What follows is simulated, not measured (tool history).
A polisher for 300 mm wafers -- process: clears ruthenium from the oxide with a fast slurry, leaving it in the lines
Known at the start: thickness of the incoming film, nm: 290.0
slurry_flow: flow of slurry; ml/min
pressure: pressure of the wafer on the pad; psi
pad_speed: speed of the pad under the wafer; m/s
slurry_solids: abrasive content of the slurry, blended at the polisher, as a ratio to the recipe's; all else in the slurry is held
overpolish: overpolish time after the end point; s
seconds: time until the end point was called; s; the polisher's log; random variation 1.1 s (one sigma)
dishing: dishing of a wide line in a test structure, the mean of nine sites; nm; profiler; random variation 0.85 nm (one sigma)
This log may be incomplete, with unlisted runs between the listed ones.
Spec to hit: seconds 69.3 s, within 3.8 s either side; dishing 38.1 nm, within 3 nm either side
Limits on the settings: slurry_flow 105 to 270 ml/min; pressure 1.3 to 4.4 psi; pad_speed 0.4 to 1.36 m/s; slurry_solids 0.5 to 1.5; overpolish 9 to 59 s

Run 1, day 0: slurry_flow 175 ml/min, pressure 2.8 psi, pad_speed 0.88 m/s, slurry_solids 1, overpolish 30 s. Result: seconds 84.351 s, dishing 52.631 nm.
Run 2, day 0.125: slurry_flow 175 ml/min, pressure 2.9 psi, pad_speed 0.88 m/s, slurry_solids 1, overpolish 26 s. Result: seconds 79.873 s, dishing 48.088 nm.
Run 3, day 0.221: slurry_flow 175 ml/min, pressure 2.9 psi, pad_speed 0.88 m/s, slurry_solids 1, overpolish 35 s. Result: seconds 79.228 s, dishing 57.825 nm.
Run 4, day 0.538: slurry_flow 175 ml/min, pressure 3.3 psi, pad_speed 0.88 m/s, slurry_solids 1, overpolish 35 s. Result: seconds 70.608 s, dishing 61.799 nm.
Run 5, day 0.704: slurry_flow 175 ml/min, pressure 3.3 psi, pad_speed 0.88 m/s, slurry_solids 1, overpolish 47 s. Result: seconds 72.048 s, dishing 70.815 nm.
Run 6, day 1.062: slurry_flow 205 ml/min, pressure 3.3 psi, pad_speed 0.88 m/s, slurry_solids 1, overpolish 47 s. Result: seconds 68.459 s, dishing 72.66 nm.
Run 7, day 1.121: slurry_flow 220 ml/min, pressure 3.3 psi, pad_speed 0.86 m/s, slurry_solids 1, overpolish 39 s. Result: seconds 68.684 s, dishing 69.453 nm.
Run 8, day 1.283: slurry_flow 195 ml/min, pressure 3.4 psi, pad_speed 0.88 m/s, slurry_solids 0.95, overpolish 33 s. Result: seconds 70.228 s, dishing 60.366 nm.
Run 9, day 1.525: slurry_flow 175 ml/min, pressure 3.5 psi, pad_speed 0.88 m/s, slurry_solids 0.95, overpolish 28 s. Result: seconds 67.399 s, dishing 56.048 nm.
Run 10, day 1.612: slurry_flow 160 ml/min, pressure 3.5 psi, pad_speed 0.88 m/s, slurry_solids 0.95, overpolish 24 s. Result: seconds 69.854 s, dishing 50.241 nm.
Run 11, day 1.85: slurry_flow 155 ml/min, pressure 3.5 psi, pad_speed 0.88 m/s, slurry_solids 0.95, overpolish 21 s. Result: seconds 71.15 s, dishing 45.874 nm.
Run 12, day 2.146: slurry_flow 155 ml/min, pressure 3.5 psi, pad_speed 0.88 m/s, slurry_solids 0.95, overpolish 19 s. Result: seconds 68.497 s, dishing 42.459 nm.
Run 13, day 2.454: slurry_flow 155 ml/min, pressure 3.4 psi, pad_speed 0.88 m/s, slurry_solids 0.95, overpolish 15 s. Result: seconds 74.171 s, dishing 35.715 nm.

Which single option among these 4 for the next run brings every result within its allowed miss of target? Just one does.
Run A, day 2.762: slurry_flow 150 ml/min, pressure 3.5 psi, pad_speed 0.82 m/s, slurry_solids 0.85, overpolish 19 s. Result: seconds ?, dishing ?.
Run B, day 2.762: slurry_flow 170 ml/min, pressure 2.9 psi, pad_speed 0.86 m/s, slurry_solids 1, overpolish 21 s. Result: seconds ?, dishing ?.
Run C, day 2.762: slurry_flow 165 ml/min, pressure 3.6 psi, pad_speed 0.78 m/s, slurry_solids 0.95, overpolish 17 s. Result: seconds ?, dishing ?.
Run D, day 2.762: slurry_flow 150 ml/min, pressure 3.2 psi, pad_speed 1.18 m/s, slurry_solids 0.75, overpolish 16 s. Result: seconds ?, dishing ?.

move  seconds  dishing
   A    79.57   38.305
   B   80.748   40.853
   C   74.461   37.007
   D   66.636   38.467
A: further off than the last run
B: further off than the last run
C: further off than the last run
D: every result within its allowed miss
So the answer is move D, the one that meets all the targets.

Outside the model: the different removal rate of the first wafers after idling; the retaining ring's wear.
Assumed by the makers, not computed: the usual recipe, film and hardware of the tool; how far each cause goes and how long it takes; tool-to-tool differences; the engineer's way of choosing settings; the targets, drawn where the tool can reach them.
